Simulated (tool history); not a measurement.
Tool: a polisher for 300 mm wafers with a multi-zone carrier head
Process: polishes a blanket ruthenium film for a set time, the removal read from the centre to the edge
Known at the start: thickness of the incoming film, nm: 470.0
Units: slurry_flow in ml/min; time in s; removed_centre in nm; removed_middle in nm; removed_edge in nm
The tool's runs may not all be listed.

run 1 hour=0 | slurry_flow=285 centre_zone=1 middle_zone=1 edge_zone=1 time=89 | removed_centre=93.136 removed_middle=96.767 removed_edge=96.441
run 2 hour=4.7 | slurry_flow=280 centre_zone=0.98 middle_zone=0.99 edge_zone=0.98 time=88 | removed_centre=92.839 removed_middle=95.768 removed_edge=93.829
run 3 hour=6.5 | slurry_flow=275 centre_zone=0.96 middle_zone=0.99 edge_zone=0.99 time=86 | removed_centre=88.24 removed_middle=92.829 removed_edge=93.262
run 4 hour=9.4 | slurry_flow=270 centre_zone=0.94 middle_zone=0.99 edge_zone=0.98 time=84 | removed_centre=84.223 removed_middle=91.305 removed_edge=89.322
run 5 hour=11 | slurry_flow=270 centre_zone=1 middle_zone=0.99 edge_zone=0.98 time=84 | removed_centre=88.259 removed_middle=90.709 removed_edge=89.633
run 6 hour=14.9 | slurry_flow=265 centre_zone=0.98 middle_zone=0.98 edge_zone=0.98 time=83 | removed_centre=85.998 removed_middle=88.185 removed_edge=88.637
run 7 hour=23.9 | slurry_flow=260 centre_zone=0.96 middle_zone=0.98 edge_zone=0.98 time=82 | removed_centre=83.951 removed_middle=87.904 removed_edge=86.975
run 8 hour=27.3 | slurry_flow=260 centre_zone=0.96 middle_zone=0.98 edge_zone=0.98 time=82 | removed_centre=83.814 removed_middle=86.742 removed_edge=86.669

Run 9 comes next. What will it give?
run 9 hour=28 | slurry_flow=210 centre_zone=0.86 middle_zone=0.89 edge_zone=0.88 time=79 | removed_centre=? removed_middle=? removed_edge=?

Run 9 gave removed_centre 69.786 nm, removed_middle 75.595 nm, removed_edge 79.761 nm.
